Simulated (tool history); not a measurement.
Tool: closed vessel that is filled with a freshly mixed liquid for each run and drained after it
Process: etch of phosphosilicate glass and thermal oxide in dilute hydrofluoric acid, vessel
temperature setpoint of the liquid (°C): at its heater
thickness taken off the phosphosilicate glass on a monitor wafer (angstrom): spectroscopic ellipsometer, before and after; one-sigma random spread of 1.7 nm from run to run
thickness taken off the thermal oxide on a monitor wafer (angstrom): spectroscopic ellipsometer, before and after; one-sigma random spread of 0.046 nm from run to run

| run | day | temperature setpoint of the liquid (°C) | parts of water to one part of 49 % hydrofluoric acid (parts by volume) | time in the liquid (s) | thickness taken off the phosphosilicate glass on a monitor wafer (angstrom) | thickness taken off the thermal oxide on a monitor wafer (angstrom) |
|---|---|---|---|---|---|---|
| 1 | 0.000 | 21.0 | 75 | 60 | 1171.30 | 33.944 |
| 2 | 0.188 | 21.0 | 95 | 60 | 904.22 | 26.412 |
| 3 | 0.367 | 22.0 | 90 | 60 | 998.86 | 28.729 |
| 4 | 0.558 | 22.0 | 115 | 60 | 763.88 | 22.100 |
| 5 | 0.925 | 23.0 | 105 | 60 | 876.99 | 25.389 |
| 6 | 1.167 | 23.0 | 105 | 80 | 1157.30 | 33.655 |
| 7 | 1.300 | 23.5 | 100 | 80 | 1261.30 | 36.396 |
| 8 | 1.483 | 23.5 | 100 | 80 | 1264.10 | 36.285 |
| 9 | 1.800 | 23.5 | 100 | 80 | 1261.30 | 36.307 |
| 10 | 2.033 | 24.0 | 95 | 80 | 1363.90 | 39.524 |
| 11 | 2.129 | 24.5 | 90 | 80 | 1479.30 | 42.822 |
| 12 | 2.454 | 25.0 | 85 | 80 | 1599.60 | 46.288 |

Run 13, settings as shown, results not yet in. Your forecast:
| 13 | 2.746 | 25.5 | 80 | 80 | ? | ? |

Run 13 produced thickness taken off the phosphosilicate glass on a monitor wafer (angstrom) 1749.90, thickness taken off the thermal oxide on a monitor wafer (angstrom) 50.805.
